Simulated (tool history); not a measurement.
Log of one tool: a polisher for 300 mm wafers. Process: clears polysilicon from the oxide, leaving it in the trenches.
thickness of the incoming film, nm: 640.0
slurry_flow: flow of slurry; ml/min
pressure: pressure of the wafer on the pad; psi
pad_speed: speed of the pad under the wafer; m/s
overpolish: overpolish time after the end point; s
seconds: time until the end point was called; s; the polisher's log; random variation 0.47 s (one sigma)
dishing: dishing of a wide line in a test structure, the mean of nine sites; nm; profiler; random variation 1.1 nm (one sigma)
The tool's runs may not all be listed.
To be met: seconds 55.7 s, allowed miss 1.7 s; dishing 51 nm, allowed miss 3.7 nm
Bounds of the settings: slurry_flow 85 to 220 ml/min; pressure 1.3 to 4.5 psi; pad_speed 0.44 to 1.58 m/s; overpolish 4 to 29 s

| run | hour | slurry_flow | pressure | pad_speed | overpolish | seconds | dishing |
|---|---|---|---|---|---|---|---|
| 1 | 0 | 140 | 2.9 | 1 | 15 | 41.898 | 74.237 |
| 2 | 8.9 | 135 | 2.7 | 1 | 12 | 43.804 | 70.421 |
| 3 | 14.3 | 135 | 3 | 1 | 12 | 40.978 | 70.301 |
| 4 | 20.7 | 125 | 2.9 | 0.96 | 10 | 44.451 | 65.492 |
| 5 | 25.6 | 115 | 2.8 | 0.94 | 9 | 46.147 | 58.827 |
| 6 | 27.3 | 115 | 2.8 | 0.94 | 4 | 47.266 | 35.691 |
| 7 | 28.5 | 115 | 2.7 | 0.94 | 5 | 47.687 | 40.831 |
| 8 | 31.9 | 115 | 2.6 | 0.94 | 6 | 48.372 | 45.283 |
| 9 | 39.4 | 100 | 2.1 | 0.94 | 10 | 57.284 | 56.613 |
| 10 | 43.7 | 100 | 2.1 | 0.94 | 10 | 56.411 | 55.565 |

Which of these 4 next moves meets every target?
| A | 48 | 85 | 3.1 | 0.72 | 10 | ? | ? |
| B | 48 | 85 | 2 | 1 | 12 | ? | ? |
| C | 48 | 185 | 1.5 | 0.98 | 9 | ? | ? |
| D | 48 | 120 | 1.3 | 1.2 | 8 | ? | ? |

| move | seconds | dishing |
|---|---|---|
| A | 59.439 | 56.793 |
| B | 56.582 | 63.603 |
| C | 59.802 | 53.401 |
| D | 55.87 | 51.88 |
A: further off than the last run
B: further off than the last run
C: brings the result that was furthest off to its target, and leaves another outside
D: meets every target
Move D is the one to make.
